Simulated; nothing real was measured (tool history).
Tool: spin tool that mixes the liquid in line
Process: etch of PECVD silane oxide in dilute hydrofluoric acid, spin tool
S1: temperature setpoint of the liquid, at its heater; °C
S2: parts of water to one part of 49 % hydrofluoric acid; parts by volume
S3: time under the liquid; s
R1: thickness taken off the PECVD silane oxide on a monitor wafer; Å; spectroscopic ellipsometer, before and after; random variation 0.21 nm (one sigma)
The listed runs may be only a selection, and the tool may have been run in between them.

run,hour,S1,S2,S3,R1
1,0,26,80,40,174.75
2,6,26,55,40,261.94
3,14.7,26.5,55,40,267.22
4,21.8,26.5,80,40,179.23
5,28.5,26.5,80,40,179.73
6,31.7,26.5,80,30,134.01

Expected results for the next run?
# hour 34.3: hydrofluoric acid flow meter replaced
7,34.3,27.5,75,30,?

{"run 7": {"R1": 143.37}}
